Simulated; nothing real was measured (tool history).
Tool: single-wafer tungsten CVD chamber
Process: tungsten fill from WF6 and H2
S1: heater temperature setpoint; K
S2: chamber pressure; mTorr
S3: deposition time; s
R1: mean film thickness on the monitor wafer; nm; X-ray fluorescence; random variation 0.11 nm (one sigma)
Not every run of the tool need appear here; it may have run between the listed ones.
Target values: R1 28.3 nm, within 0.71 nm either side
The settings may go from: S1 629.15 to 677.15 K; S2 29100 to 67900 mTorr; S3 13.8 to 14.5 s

Run 1, hour 0: S1 653.15 K, S2 48500 mTorr, S3 14.5 s. Result: R1 34.185 nm.
Run 2, hour 5.4: S1 653.15 K, S2 48500 mTorr, S3 13.8 s. Result: R1 32.467 nm.
Run 3, hour 8.8: S1 653.15 K, S2 40900 mTorr, S3 13.8 s. Result: R1 30.425 nm.
Run 4, hour 14.3: S1 652.15 K, S2 40900 mTorr, S3 13.8 s. Result: R1 29.729 nm.
Run 5, hour 20: S1 652.15 K, S2 49500 mTorr, S3 13.8 s. Result: R1 32.17 nm.
Run 6, hour 26: S1 651.15 K, S2 49400 mTorr, S3 13.8 s. Result: R1 31.337 nm.
Run 7, hour 31.9: S1 650.15 K, S2 49300 mTorr, S3 13.8 s. Result: R1 30.957 nm.
Run 8, hour 33.2: S1 649.15 K, S2 49200 mTorr, S3 13.8 s. Result: R1 30.481 nm.
Run 9, hour 37.7: S1 648.15 K, S2 49100 mTorr, S3 13.8 s. Result: R1 30.022 nm.
Run 10, hour 39.9: S1 647.15 K, S2 49100 mTorr, S3 13.8 s. Result: R1 29.303 nm.

Pick the move, out of 5, that brings all results within their allowed miss; only one does.
Run A, hour 42.1: S1 643.15 K, S2 45600 mTorr, S3 13.8 s. Result: R1 ?.
Run B, hour 42.1: S1 646.15 K, S2 41000 mTorr, S3 14.5 s. Result: R1 ?.
Run C, hour 42.1: S1 641.15 K, S2 59100 mTorr, S3 14.5 s. Result: R1 ?.
Run D, hour 42.1: S1 646.15 K, S2 52200 mTorr, S3 13.8 s. Result: R1 ?.
Run E, hour 42.1: S1 642.15 K, S2 50400 mTorr, S3 13.8 s. Result: R1 ?.

move      R1
   A  26.355
   B  28.003
   C  29.753
   D  29.529
   E  26.988
A: pushes the last run's worst result past its target
B: each result inside its tolerance
C: lands further from the targets than the last run did
D: lands further from the targets than the last run did
E: pushes the last run's worst result past its target
So the answer is move B, the one that meets all the targets.
